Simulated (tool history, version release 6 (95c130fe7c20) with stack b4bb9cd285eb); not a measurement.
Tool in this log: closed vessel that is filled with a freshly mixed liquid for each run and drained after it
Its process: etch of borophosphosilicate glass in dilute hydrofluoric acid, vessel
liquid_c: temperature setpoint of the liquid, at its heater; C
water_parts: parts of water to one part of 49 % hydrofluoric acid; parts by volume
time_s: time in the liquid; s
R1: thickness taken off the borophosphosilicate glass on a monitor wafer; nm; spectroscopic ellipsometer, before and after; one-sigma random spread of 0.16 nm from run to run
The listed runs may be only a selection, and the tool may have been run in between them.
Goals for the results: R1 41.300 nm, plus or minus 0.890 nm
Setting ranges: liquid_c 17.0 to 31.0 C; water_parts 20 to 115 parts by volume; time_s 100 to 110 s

run 1 hour=0.0 | liquid_c=23.0 water_parts=65 time_s=100 | R1=65.979
run 2 hour=6.9 | liquid_c=23.0 water_parts=65 time_s=110 | R1=72.611
run 3 hour=8.5 | liquid_c=23.0 water_parts=55 time_s=110 | R1=86.768
run 4 hour=14.1 | liquid_c=21.5 water_parts=65 time_s=110 | R1=68.572
run 5 hour=16.3 | liquid_c=21.5 water_parts=75 time_s=110 | R1=58.350
run 6 hour=18.9 | liquid_c=24.5 water_parts=75 time_s=110 | R1=66.019
run 7 hour=27.6 | liquid_c=22.5 water_parts=80 time_s=110 | R1=56.746
run 8 hour=35.2 | liquid_c=21.0 water_parts=80 time_s=110 | R1=53.155
-- hour=38.7 thermometer replaced
run 9 hour=38.7 | liquid_c=20.0 water_parts=80 time_s=110 | R1=48.115
run 10 hour=44.6 | liquid_c=19.5 water_parts=80 time_s=110 | R1=47.024
run 11 hour=50.8 | liquid_c=19.0 water_parts=80 time_s=110 | R1=45.752
run 12 hour=55.4 | liquid_c=18.5 water_parts=80 time_s=110 | R1=45.306
run 13 hour=60.3 | liquid_c=18.0 water_parts=80 time_s=110 | R1=44.336
run 14 hour=65.2 | liquid_c=17.5 water_parts=80 time_s=110 | R1=43.365
run 15 hour=70.9 | liquid_c=17.0 water_parts=80 time_s=110 | R1=42.316
run 16 hour=75.7 | liquid_c=17.0 water_parts=80 time_s=110 | R1=42.460

Of the 4 settings listed for the next run, only one would bring every result within its allowed miss of target. Which one?
run A hour=80.5 | liquid_c=17.0 water_parts=75 time_s=100 | R1=?
run B hour=80.5 | liquid_c=17.5 water_parts=80 time_s=110 | R1=?
run C hour=80.5 | liquid_c=17.5 water_parts=75 time_s=105 | R1=?
run D hour=80.5 | liquid_c=17.0 water_parts=75 time_s=105 | R1=?

move=A R1=41.201
move=B R1=43.171
move=C R1=44.196
move=D R1=43.261
A: in spec on every target
B: misses by more than the last run did
C: misses by more than the last run did
D: misses by more than the last run did
The move that meets every target is A.
